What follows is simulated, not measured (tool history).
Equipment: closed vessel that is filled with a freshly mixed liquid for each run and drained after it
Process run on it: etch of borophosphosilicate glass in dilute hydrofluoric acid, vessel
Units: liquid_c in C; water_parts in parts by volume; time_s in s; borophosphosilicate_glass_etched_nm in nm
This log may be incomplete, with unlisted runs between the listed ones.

run    day  liquid_c  water_parts  time_s  borophosphosilicate_glass_etched_nm
  1  0.000      24.0          175      65                               9.0065
  2  0.129      24.0          110      65                              15.3240
  3  0.492      24.0          110      50                              11.6860
  4  0.617      25.5          110      50                              12.5360
  5  0.754      23.5          110      50                              11.5830
  6  1.129      22.0          120      50                              10.0100
  7  1.408      21.0          125      50                               9.1260
  8  1.529      21.0          125      50                               9.0003
  9  1.600      20.0          130      50                               8.3715

Expected results for the next run?
 10  1.871      19.5          135      50                                    ?

{"run 10": {"borophosphosilicate_glass_etched_nm": 7.8327}}

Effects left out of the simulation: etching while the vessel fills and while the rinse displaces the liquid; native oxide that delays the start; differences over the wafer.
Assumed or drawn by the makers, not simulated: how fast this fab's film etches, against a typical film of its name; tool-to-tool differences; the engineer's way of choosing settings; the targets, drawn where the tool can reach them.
